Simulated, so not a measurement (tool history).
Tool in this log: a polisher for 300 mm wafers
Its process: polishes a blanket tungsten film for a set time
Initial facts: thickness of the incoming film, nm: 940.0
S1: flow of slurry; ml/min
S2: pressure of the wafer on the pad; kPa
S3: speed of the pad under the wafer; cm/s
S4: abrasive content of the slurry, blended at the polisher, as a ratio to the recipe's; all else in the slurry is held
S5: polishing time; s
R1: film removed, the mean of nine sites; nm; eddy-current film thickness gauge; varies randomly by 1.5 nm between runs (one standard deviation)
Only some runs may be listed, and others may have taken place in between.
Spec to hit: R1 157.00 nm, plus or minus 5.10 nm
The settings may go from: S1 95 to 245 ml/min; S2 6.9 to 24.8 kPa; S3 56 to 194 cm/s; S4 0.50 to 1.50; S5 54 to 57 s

run,day,S1,S2,S3,S4,S5,R1
1,0.000,155,15.9,124,1.00,54,216.79
2,0.146,150,15.2,124,1.00,54,200.65
3,0.367,145,14.5,124,1.00,54,195.53
4,0.508,145,14.5,124,1.00,57,200.99
5,0.688,145,14.5,144,1.00,57,226.10
6,1.058,145,11.7,144,1.00,57,185.81
7,1.217,140,11.0,144,1.00,57,174.00
# day 1.329: worn pad replaced by a new one
8,1.329,135,11.0,144,1.00,57,182.16
9,1.538,135,10.3,144,1.00,57,171.83
10,1.838,135,10.3,144,1.00,57,171.32

Of the 5 settings listed for the next run, only one would bring every result within its allowed miss of target. Which one?
A,2.138,115,8.3,194,1.00,57,?
B,2.138,110,12.4,122,0.95,57,?
C,2.138,125,11.0,144,0.95,54,?
D,2.138,140,9.7,140,0.95,56,?
E,2.138,130,11.7,118,1.25,55,?

move,R1
A,168.12
B,175.14
C,170.40
D,156.25
E,174.69
A: an improvement on the last run, though not all results are within tolerance
B: lands further from the targets than the last run did
C: an improvement on the last run, though not all results are within tolerance
D: every result within its allowed miss
E: lands further from the targets than the last run did
D meets every target.

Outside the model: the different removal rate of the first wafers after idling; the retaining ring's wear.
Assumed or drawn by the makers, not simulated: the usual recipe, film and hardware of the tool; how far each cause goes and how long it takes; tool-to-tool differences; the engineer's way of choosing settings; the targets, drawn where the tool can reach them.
